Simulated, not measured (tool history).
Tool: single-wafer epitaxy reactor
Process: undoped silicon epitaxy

run  hour  wafer temperature setpoint (pyrometer-controlled) (deg C)  deposition time (s)  mean film thickness on the monitor wafer (Å)
  1   0.0                                                        670                  510                                        1312.1
  2   6.8                                                        679                  510                                        1613.9
  3  10.8                                                        679                  484                                        1536.9
  4  11.9                                                        679                  418                                        1323.1
  5  18.5                                                        684                  463                                        1646.5
  6  25.3                                                        687                  492                                        1870.8
  7  32.5                                                        689                  513                                        2035.2
  8  34.7                                                        691                  529                                        2195.7
  9  36.6                                                        692                  541                                        2296.1
 10  44.9                                                        693                  549                                        2379.8
 11  49.2                                                        693                  555                                        2407.9
 12  58.1                                                        693                  559                                        2425.8
 13  66.5                                                        693                  562                                        2427.9
 14  72.5                                                        693                  562                                        2436.4

The next listed run, before its measurement:
 15  75.4                                                        693                  565                                             ?

{"run 15": {"mean film thickness on the monitor wafer (Å)": 2460.6}}
